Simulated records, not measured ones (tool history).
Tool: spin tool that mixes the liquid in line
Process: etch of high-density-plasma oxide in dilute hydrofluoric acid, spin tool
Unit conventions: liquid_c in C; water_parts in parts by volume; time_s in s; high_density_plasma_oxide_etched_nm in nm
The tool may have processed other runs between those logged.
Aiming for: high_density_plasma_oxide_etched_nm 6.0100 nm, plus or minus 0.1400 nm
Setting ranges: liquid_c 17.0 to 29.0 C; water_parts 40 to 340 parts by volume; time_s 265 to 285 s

run	day	liquid_c	water_parts	time_s	high_density_plasma_oxide_etched_nm
1	0.000	21.0	190	265	6.8943
2	0.158	19.0	190	265	6.3120
3	0.433	18.5	190	265	6.2338
4	0.583	18.5	235	265	4.7933
5	0.679	20.0	235	265	5.0992
6	0.833	21.5	235	265	5.4085
7	1.071	22.5	235	265	5.6107
8	1.238	23.0	235	265	5.6935

5 candidate next runs follow, results not yet known. Just one meets every target within its allowed miss. Identify it.
A	1.404	21.5	205	265	?
B	1.404	23.5	250	265	?
C	1.404	26.0	245	265	?
D	1.404	25.5	275	275	?
E	1.404	22.0	240	265	?

move	high_density_plasma_oxide_etched_nm
A	6.4120
B	5.4096
C	6.0643
D	5.3391
E	5.3887
A: takes the result that was furthest off past its target
B: its largest miss is bigger than the last run's
C: meets every target
D: its largest miss is bigger than the last run's
E: its largest miss is bigger than the last run's
Answer: C

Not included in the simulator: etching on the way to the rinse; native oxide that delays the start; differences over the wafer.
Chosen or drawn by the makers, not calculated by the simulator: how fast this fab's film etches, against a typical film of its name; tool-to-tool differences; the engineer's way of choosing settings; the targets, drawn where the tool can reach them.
